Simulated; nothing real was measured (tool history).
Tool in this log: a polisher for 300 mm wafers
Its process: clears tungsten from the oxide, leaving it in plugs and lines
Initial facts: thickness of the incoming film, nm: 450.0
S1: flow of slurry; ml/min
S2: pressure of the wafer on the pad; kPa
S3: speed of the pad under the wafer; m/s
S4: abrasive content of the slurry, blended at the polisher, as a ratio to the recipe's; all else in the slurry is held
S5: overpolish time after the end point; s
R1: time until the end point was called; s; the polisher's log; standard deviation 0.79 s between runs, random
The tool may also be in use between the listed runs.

run 1 hour=0.0 | S1=245 S2=29.6 S3=0.92 S4=1.0 S5=28 | R1=95.387
run 2 hour=5.3 | S1=245 S2=33.8 S3=0.92 S4=1.0 S5=28 | R1=84.232
run 3 hour=13.8 | S1=245 S2=33.8 S3=1.12 S4=1.0 S5=28 | R1=71.948
run 4 hour=21.8 | S1=300 S2=33.8 S3=1.12 S4=1.0 S5=28 | R1=71.302
run 5 hour=26.6 | S1=300 S2=34.5 S3=1.12 S4=1.0 S5=28 | R1=71.492
run 6 hour=32.2 | S1=300 S2=35.2 S3=1.12 S4=1.0 S5=28 | R1=69.303
run 7 hour=34.2 | S1=300 S2=35.9 S3=1.12 S4=1.0 S5=28 | R1=67.911
run 8 hour=42.7 | S1=300 S2=36.5 S3=1.12 S4=1.0 S5=28 | R1=66.118
run 9 hour=43.3 | S1=300 S2=37.2 S3=1.12 S4=1.0 S5=28 | R1=65.439
run 10 hour=46.5 | S1=300 S2=37.9 S3=1.12 S4=1.0 S5=28 | R1=64.033

Run 11 is up next; what results do you expect?
run 11 hour=55.2 | S1=300 S2=39.3 S3=1.12 S4=1.0 S5=28 | R1=?

R1: 62.636 s

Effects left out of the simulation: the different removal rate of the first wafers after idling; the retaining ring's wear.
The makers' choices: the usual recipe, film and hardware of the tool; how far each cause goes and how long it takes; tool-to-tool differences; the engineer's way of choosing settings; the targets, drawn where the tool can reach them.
